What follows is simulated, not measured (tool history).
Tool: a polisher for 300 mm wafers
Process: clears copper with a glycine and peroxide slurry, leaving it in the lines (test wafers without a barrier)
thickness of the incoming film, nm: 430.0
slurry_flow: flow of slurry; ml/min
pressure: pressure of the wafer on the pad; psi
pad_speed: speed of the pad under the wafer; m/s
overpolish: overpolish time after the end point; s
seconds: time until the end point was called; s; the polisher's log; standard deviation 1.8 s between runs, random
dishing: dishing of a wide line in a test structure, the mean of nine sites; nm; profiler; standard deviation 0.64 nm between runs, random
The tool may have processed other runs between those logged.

{"run": 1, "day": 0.0, "slurry_flow": 275, "pressure": 2.7, "pad_speed": 1.2, "overpolish": 10, "seconds": 63.488, "dishing": 42.143}
{"run": 2, "day": 0.242, "slurry_flow": 275, "pressure": 2.7, "pad_speed": 1.2, "overpolish": 7, "seconds": 64.508, "dishing": 32.695}
{"run": 3, "day": 0.296, "slurry_flow": 275, "pressure": 2.7, "pad_speed": 1.2, "overpolish": 10, "seconds": 63.435, "dishing": 41.539}
{"run": 4, "day": 0.417, "slurry_flow": 275, "pressure": 2.7, "pad_speed": 1.2, "overpolish": 12, "seconds": 62.118, "dishing": 45.798}
{"run": 5, "day": 0.679, "slurry_flow": 275, "pressure": 2.7, "pad_speed": 1.2, "overpolish": 14, "seconds": 62.572, "dishing": 52.473}
{"run": 6, "day": 0.933, "slurry_flow": 275, "pressure": 2.7, "pad_speed": 1.2, "overpolish": 11, "seconds": 62.41, "dishing": 45.263}
{"run": 7, "day": 1.046, "slurry_flow": 275, "pressure": 2.3, "pad_speed": 1.1, "overpolish": 12, "seconds": 76.837, "dishing": 41.219}
{"run": 8, "day": 1.162, "slurry_flow": 275, "pressure": 2.0, "pad_speed": 1.04, "overpolish": 13, "seconds": 89.647, "dishing": 38.803}

Forecast run 9:
{"run": 9, "day": 1.454, "slurry_flow": 275, "pressure": 1.8, "pad_speed": 1.02, "overpolish": 14, "seconds": "?", "dishing": "?"}

{"run 9": {"seconds": 100.18, "dishing": 37.953}}
